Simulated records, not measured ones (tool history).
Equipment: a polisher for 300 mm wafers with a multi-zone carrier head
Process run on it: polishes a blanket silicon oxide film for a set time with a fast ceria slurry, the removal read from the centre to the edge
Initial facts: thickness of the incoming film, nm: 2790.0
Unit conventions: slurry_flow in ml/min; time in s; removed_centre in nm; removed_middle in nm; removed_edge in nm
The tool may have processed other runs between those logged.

Run 1, hour 0.0: slurry_flow 295 ml/min, centre_zone 1.00, middle_zone 1.00, edge_zone 1.00, time 35 s. Result: removed_centre 350.83 nm, removed_middle 344.96 nm, removed_edge 356.58 nm.
Run 2, hour 6.1: slurry_flow 295 ml/min, centre_zone 0.99, middle_zone 1.00, edge_zone 0.98, time 32 s. Result: removed_centre 313.64 nm, removed_middle 312.54 nm, removed_edge 319.05 nm.
Run 3, hour 12.3: slurry_flow 295 ml/min, centre_zone 1.04, middle_zone 1.00, edge_zone 0.98, time 32 s. Result: removed_centre 332.21 nm, removed_middle 306.05 nm, removed_edge 316.03 nm.
Run 4, hour 17.3: slurry_flow 295 ml/min, centre_zone 0.98, middle_zone 1.00, edge_zone 0.98, time 32 s. Result: removed_centre 314.41 nm, removed_middle 316.08 nm, removed_edge 315.65 nm.
Run 5, hour 18.8: slurry_flow 295 ml/min, centre_zone 0.98, middle_zone 0.94, edge_zone 0.98, time 32 s. Result: removed_centre 314.18 nm, removed_middle 297.25 nm, removed_edge 320.14 nm.
Run 6, hour 22.1: slurry_flow 295 ml/min, centre_zone 0.98, middle_zone 0.94, edge_zone 0.98, time 25 s. Result: removed_centre 246.11 nm, removed_middle 232.55 nm, removed_edge 256.85 nm.
Run 7, hour 28.7: slurry_flow 295 ml/min, centre_zone 0.97, middle_zone 0.95, edge_zone 0.96, time 25 s. Result: removed_centre 247.82 nm, removed_middle 235.83 nm, removed_edge 248.83 nm.
Run 8, hour 30.1: slurry_flow 280 ml/min, centre_zone 0.87, middle_zone 0.98, edge_zone 0.89, time 23 s. Result: removed_centre 209.14 nm, removed_middle 221.57 nm, removed_edge 218.42 nm.
Run 9, hour 36.5: slurry_flow 285 ml/min, centre_zone 0.88, middle_zone 0.99, edge_zone 0.89, time 23 s. Result: removed_centre 210.72 nm, removed_middle 220.01 nm, removed_edge 214.98 nm.

Predict the results of run 10:
Run 10, hour 41.2: slurry_flow 285 ml/min, centre_zone 0.88, middle_zone 1.00, edge_zone 0.90, time 23 s. Result: removed_centre ?, removed_middle ?, removed_edge ?.

Run 10 gave removed_centre 210.94 nm, removed_middle 224.37 nm, removed_edge 218.88 nm.

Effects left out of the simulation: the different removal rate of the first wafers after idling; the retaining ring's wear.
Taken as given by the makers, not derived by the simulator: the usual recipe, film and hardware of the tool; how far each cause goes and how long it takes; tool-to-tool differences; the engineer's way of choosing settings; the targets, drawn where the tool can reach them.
